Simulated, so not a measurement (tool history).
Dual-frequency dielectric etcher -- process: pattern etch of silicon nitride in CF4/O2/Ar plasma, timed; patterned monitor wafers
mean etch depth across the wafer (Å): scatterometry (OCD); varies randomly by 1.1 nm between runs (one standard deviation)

run	day	source power (kW)	bias power (kW)	Ar flow (sccm)	CF4 flow (sccm)	etch time (s)	mean etch depth across the wafer (Å)
1	0.000	0.450	0.045	81	83	198	3429.8
2	0.358	0.450	0.045	81	83	207	3593.5
3	0.562	0.390	0.041	83	82	207	3041.8
4	0.925	0.350	0.040	84	82	207	2695.9
5	1.046	0.350	0.040	73	82	207	2727.2
6	1.258	0.350	0.040	73	90	207	2747.4
7	1.625	0.320	0.040	73	90	207	2503.5
8	1.658	0.310	0.040	73	90	207	2426.5

Forecast run 9:
9	1.896	0.300	0.040	73	90	207	?

mean etch depth across the wafer (Å): 2347.4
